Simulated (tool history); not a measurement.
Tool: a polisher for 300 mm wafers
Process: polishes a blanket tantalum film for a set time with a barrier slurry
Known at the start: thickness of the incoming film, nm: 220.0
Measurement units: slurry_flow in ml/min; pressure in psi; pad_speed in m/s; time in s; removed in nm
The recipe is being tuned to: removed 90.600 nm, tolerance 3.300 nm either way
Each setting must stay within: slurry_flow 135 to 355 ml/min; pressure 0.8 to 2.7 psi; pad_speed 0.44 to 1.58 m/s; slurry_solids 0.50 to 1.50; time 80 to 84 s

Run 1, hour 0.0: slurry_flow 225 ml/min, pressure 1.7 psi, pad_speed 1.00 m/s, slurry_solids 1.00, time 80 s. Result: removed 104.680 nm.
Run 2, hour 8.3: slurry_flow 225 ml/min, pressure 1.6 psi, pad_speed 1.00 m/s, slurry_solids 1.00, time 80 s. Result: removed 97.275 nm.
Run 3, hour 10.9: slurry_flow 225 ml/min, pressure 1.6 psi, pad_speed 1.00 m/s, slurry_solids 1.15, time 80 s. Result: removed 103.240 nm.
Run 4, hour 18.5: slurry_flow 260 ml/min, pressure 1.6 psi, pad_speed 1.00 m/s, slurry_solids 1.15, time 80 s. Result: removed 103.720 nm.
Run 5, hour 27.3: slurry_flow 260 ml/min, pressure 1.6 psi, pad_speed 1.18 m/s, slurry_solids 1.15, time 80 s. Result: removed 120.690 nm.
Run 6, hour 29.1: slurry_flow 260 ml/min, pressure 1.6 psi, pad_speed 1.38 m/s, slurry_solids 1.15, time 80 s. Result: removed 140.850 nm.
Run 7, hour 35.2: slurry_flow 260 ml/min, pressure 1.4 psi, pad_speed 1.38 m/s, slurry_solids 1.15, time 80 s. Result: removed 123.820 nm.
Run 8, hour 42.3: slurry_flow 260 ml/min, pressure 1.3 psi, pad_speed 1.38 m/s, slurry_solids 1.15, time 80 s. Result: removed 114.140 nm.
Run 9, hour 45.1: slurry_flow 260 ml/min, pressure 1.2 psi, pad_speed 1.38 m/s, slurry_solids 1.15, time 80 s. Result: removed 105.480 nm.
Run 10, hour 49.7: slurry_flow 255 ml/min, pressure 0.9 psi, pad_speed 1.38 m/s, slurry_solids 1.15, time 80 s. Result: removed 79.859 nm.
Run 11, hour 54.4: slurry_flow 260 ml/min, pressure 0.9 psi, pad_speed 1.38 m/s, slurry_solids 1.15, time 80 s. Result: removed 79.054 nm.

Next run, 4 choices. One meets every target within its allowed miss, the rest don't. Which?
Run A, hour 59.1: slurry_flow 345 ml/min, pressure 1.1 psi, pad_speed 1.32 m/s, slurry_solids 1.10, time 82 s. Result: removed ?.
Run B, hour 59.1: slurry_flow 235 ml/min, pressure 1.0 psi, pad_speed 1.58 m/s, slurry_solids 0.85, time 84 s. Result: removed ?.
Run C, hour 59.1: slurry_flow 345 ml/min, pressure 1.0 psi, pad_speed 0.94 m/s, slurry_solids 1.50, time 80 s. Result: removed ?.
Run D, hour 59.1: slurry_flow 290 ml/min, pressure 1.0 psi, pad_speed 1.14 m/s, slurry_solids 1.10, time 80 s. Result: removed ?.

move  removed
   A   95.840
   B   90.244
   C   69.456
   D   73.779
A: carries the result that was furthest off beyond its target, to the other side
B: all results in spec
C: misses by more than the last run did
D: misses by more than the last run did
The right move is B.

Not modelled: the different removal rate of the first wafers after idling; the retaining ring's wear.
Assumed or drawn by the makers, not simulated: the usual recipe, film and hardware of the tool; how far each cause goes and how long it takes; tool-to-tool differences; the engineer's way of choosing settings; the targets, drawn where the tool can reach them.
